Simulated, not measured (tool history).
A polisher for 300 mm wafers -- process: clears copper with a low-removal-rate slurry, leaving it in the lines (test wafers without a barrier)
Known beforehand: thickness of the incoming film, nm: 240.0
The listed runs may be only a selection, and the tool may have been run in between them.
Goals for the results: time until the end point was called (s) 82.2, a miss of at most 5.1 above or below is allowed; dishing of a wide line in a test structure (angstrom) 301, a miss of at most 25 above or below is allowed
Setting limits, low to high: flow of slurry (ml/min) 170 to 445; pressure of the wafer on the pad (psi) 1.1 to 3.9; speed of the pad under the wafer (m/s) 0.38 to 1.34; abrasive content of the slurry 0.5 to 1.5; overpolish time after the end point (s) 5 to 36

run	day	flow of slurry (ml/min)	pressure of the wafer on the pad (psi)	speed of the pad under the wafer (m/s)	abrasive content of the slurry	overpolish time after the end point (s)	time until the end point was called (s)	dishing of a wide line in a test structure (angstrom)
1	0	285	2.5	0.86	1	18	119.32	238.57
2	0.275	285	2.5	0.86	1.15	18	114.55	255.51
3	0.467	285	2.5	0.86	1.15	13	114.7	188.74
4	0.708	285	2.5	0.86	1.15	20	112.8	282.62
5	1.05	285	2.5	0.86	1.15	13	114.46	183.75
6	1.396	285	2.5	0.86	1.05	13	118.5	180.64
7	1.596	285	2.7	0.86	1.05	14	107.75	203.54
8	1.912	285	3.4	0.88	1.05	18	85.383	337.74

4 candidate next runs follow, results not yet known. Just one meets every target within its allowed miss. Identify it.
A	2.229	300	2.8	1	1.2	24	?	?
B	2.229	175	3.9	0.76	1.25	20	?	?
C	2.229	290	3.6	0.86	1.05	16	?	?
D	2.229	275	3.6	0.88	0.95	19	?	?

move	time until the end point was called (s)	dishing of a wide line in a test structure (angstrom)
A	85.312	400.87
B	85.556	346.21
C	80.603	298.18
D	81.639	343.84
A: moves away from the targets compared with the last run
B: moves away from the targets compared with the last run
C: each result inside its tolerance
D: moves away from the targets compared with the last run
The right move is C.

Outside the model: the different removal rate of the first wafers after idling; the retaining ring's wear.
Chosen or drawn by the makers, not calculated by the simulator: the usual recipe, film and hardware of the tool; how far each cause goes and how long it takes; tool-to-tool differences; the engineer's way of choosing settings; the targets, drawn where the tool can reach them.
